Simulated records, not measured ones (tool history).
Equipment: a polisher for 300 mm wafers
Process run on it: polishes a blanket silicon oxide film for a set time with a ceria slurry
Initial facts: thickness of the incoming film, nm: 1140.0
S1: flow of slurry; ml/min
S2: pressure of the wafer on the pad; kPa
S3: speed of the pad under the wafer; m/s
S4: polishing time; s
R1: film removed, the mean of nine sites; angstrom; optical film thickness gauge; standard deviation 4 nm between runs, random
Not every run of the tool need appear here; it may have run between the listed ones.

run	hour	S1	S2	S3	S4	R1
1	0.0	165	24.8	1.14	75	4165.3
2	1.6	165	24.8	1.14	75	4090.0
3	8.3	165	29.6	1.14	75	4896.6
4	9.9	165	28.3	1.14	75	4720.2
5	12.9	130	28.3	1.14	75	4473.6
6	16.5	130	26.9	1.14	75	4268.2
# hour 18.1: worn pad replaced by a new one
7	18.1	130	25.5	1.14	75	4318.8
8	19.3	130	24.1	1.14	75	4108.0
9	23.5	130	22.8	1.14	75	3835.0
10	31.6	130	22.1	1.14	75	3759.3
11	37.0	130	21.4	1.14	75	3574.9
12	43.6	130	20.7	1.14	75	3584.7

Run 13, settings as shown, results not yet in. Your forecast:
13	50.9	130	20.0	1.14	75	?

{"run 13": {"R1": 3369.4}}
